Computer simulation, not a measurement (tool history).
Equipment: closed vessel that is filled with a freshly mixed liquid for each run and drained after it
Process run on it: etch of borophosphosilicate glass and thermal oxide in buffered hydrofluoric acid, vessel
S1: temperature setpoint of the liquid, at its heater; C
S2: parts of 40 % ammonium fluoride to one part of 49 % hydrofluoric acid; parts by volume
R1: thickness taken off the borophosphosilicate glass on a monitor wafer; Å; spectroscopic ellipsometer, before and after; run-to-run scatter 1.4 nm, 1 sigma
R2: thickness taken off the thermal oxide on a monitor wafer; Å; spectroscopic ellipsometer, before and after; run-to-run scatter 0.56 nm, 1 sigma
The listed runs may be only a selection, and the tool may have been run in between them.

run 1 hour=0 | S1=24 S2=18 time_in_the_liquid_(s)=60 | R1=763.61 R2=414.01
run 2 hour=3.8 | S1=24 S2=16 time_in_the_liquid_(s)=60 | R1=831.98 R2=473.08
run 3 hour=6.6 | S1=24 S2=16 time_in_the_liquid_(s)=85 | R1=1198.8 R2=673.29
run 4 hour=8.5 | S1=20.5 S2=16 time_in_the_liquid_(s)=85 | R1=976.83 R2=541.25
run 5 hour=15.9 | S1=19 S2=16 time_in_the_liquid_(s)=85 | R1=899.2 R2=498.03
run 6 hour=19.5 | S1=19 S2=11.5 time_in_the_liquid_(s)=85 | R1=1266.4 R2=694.7
run 7 hour=27.2 | S1=19.5 S2=11.5 time_in_the_liquid_(s)=85 | R1=1306.6 R2=710.16

Predict the results of run 8:
run 8 hour=28.9 | S1=20 S2=11.5 time_in_the_liquid_(s)=85 | R1=? R2=?

Logged for run 8: R1 1319 Å, R2 739.77 Å.
